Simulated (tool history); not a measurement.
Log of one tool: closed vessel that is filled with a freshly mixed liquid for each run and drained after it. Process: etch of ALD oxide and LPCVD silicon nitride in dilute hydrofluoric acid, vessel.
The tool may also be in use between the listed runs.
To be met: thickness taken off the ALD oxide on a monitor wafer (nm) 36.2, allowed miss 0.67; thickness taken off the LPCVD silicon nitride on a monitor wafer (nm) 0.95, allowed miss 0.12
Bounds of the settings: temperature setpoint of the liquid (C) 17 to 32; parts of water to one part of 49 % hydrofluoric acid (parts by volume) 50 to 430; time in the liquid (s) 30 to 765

run  hour  temperature setpoint of the liquid (C)  parts of water to one part of 49 % hydrofluoric acid (parts by volume)  time in the liquid (s)  thickness taken off the ALD oxide on a monitor wafer (nm)  thickness taken off the LPCVD silicon nitride on a monitor wafer (nm)
  1     0                                      24                                                                     240                     390                                                     30.566                                                                 0.9891
  2     7                                    21.5                                                                     240                     390                                                      27.67                                                                0.75692
  3  14.8                                    18.5                                                                     240                     390                                                     24.984                                                                0.65059
  4  17.6                                    18.5                                                                     240                     330                                                     21.201                                                                0.57308
  5  25.6                                    20.5                                                                     225                     330                                                     24.661                                                                0.65424
  6    27                                    22.5                                                                     215                     320                                                     27.294                                                                0.74589
  7  28.5                                      24                                                                     205                     315                                                     29.726                                                                0.86616
  8    36                                      24                                                                     205                     315                                                     30.123                                                                0.86022
  9  38.5                                    24.5                                                                     195                     310                                                     31.815                                                                0.91091
 10  42.3                                      25                                                                     190                     305                                                     32.882                                                                0.96442
 11    46                                      25                                                                     185                     300                                                     33.879                                                                0.92571

Which of these 4 next moves meets every target?
  A  49.7                                      29                                                                     245                     345                                                          ?                                                                      ?
  B  49.7                                    25.5                                                                     170                     240                                                          ?                                                                      ?
  C  49.7                                      22                                                                     175                     340                                                          ?                                                                      ?
  D  49.7                                    25.5                                                                     145                     225                                                          ?                                                                      ?

move  thickness taken off the ALD oxide on a monitor wafer (nm)  thickness taken off the LPCVD silicon nitride on a monitor wafer (nm)
   A                                                     31.098                                                                  1.005
   B                                                     30.138                                                                0.81617
   C                                                     36.161                                                                0.89851
   D                                                     34.151                                                                0.89655
A: further off than the last run
B: further off than the last run
C: meets every target
D: nearer than the last run, and not there yet
Move C is the one to make.

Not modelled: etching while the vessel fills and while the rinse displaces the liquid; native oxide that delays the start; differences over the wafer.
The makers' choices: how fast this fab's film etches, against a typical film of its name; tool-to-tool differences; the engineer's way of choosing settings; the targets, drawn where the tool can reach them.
